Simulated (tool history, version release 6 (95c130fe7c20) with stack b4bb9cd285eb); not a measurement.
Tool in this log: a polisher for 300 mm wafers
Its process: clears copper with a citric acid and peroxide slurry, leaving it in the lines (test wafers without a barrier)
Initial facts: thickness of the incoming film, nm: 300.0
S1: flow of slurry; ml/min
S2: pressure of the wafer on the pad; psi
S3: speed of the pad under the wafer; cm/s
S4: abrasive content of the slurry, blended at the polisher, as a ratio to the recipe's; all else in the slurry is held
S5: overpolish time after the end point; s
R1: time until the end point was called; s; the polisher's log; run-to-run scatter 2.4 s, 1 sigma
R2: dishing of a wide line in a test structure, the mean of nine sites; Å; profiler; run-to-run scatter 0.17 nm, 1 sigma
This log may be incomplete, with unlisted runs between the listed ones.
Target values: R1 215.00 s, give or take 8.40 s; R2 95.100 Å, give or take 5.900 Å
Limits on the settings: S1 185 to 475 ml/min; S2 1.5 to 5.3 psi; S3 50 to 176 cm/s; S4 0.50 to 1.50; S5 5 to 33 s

run  hour   S1   S2   S3    S4  S5      R1       R2
  1   0.0  305  3.4  112  1.00  17  136.06  257.190
  2   6.0  305  3.4  124  1.00  17  127.92  269.960
  3  14.8  305  3.2  122  1.00  15  134.60  234.330
  4  22.6  305  3.2  122  0.90  15  138.68  231.820
     30.2  -- worn pad replaced by a new one
  5  30.2  370  3.2  122  0.90  15  121.27  246.050
  6  37.2  360  2.9  122  0.90  13  130.58  211.140
  7  38.6  345  2.7  120  0.90  12  141.64  182.170
  8  44.6  325  2.5  120  0.90  11  142.48  164.710
  9  48.9  310  2.3  116  0.90  11  153.71  158.940
 10  51.6  300  2.2  112  0.90  10  161.79  139.590
 11  59.2  290  2.1  108  0.90  10  174.41  127.690
 12  62.3  280  2.0  106  0.90  10  176.97  125.530
 13  70.4  275  1.9  104  0.90  10  182.14  118.070
 14  71.9  270  1.8  102  0.90  10  193.56  115.330

5 candidate next runs follow, results not yet known. Just one meets every target within its allowed miss. Identify it.
  A  73.4  255  1.8   90  0.80  15   ?   ?
  B  73.4  330  2.0  108  0.85  10   ?   ?
  C  73.4  315  2.0   78  0.85   9   ?   ?
  D  73.4  420  1.9   64  1.00  11   ?   ?
  E  73.4  255  1.8   98  0.90  10   ?   ?

move      R1       R2
   A  209.87  148.960
   B  170.58  124.520
   C  212.44   92.074
   D  232.07  102.270
   E  194.00  110.460
A: misses by more than the last run did
B: misses by more than the last run did
C: all results land within tolerance of their targets
D: moves toward the targets from the last run without getting all of them in spec
E: moves toward the targets from the last run without getting all of them in spec
The move that meets every target is C.
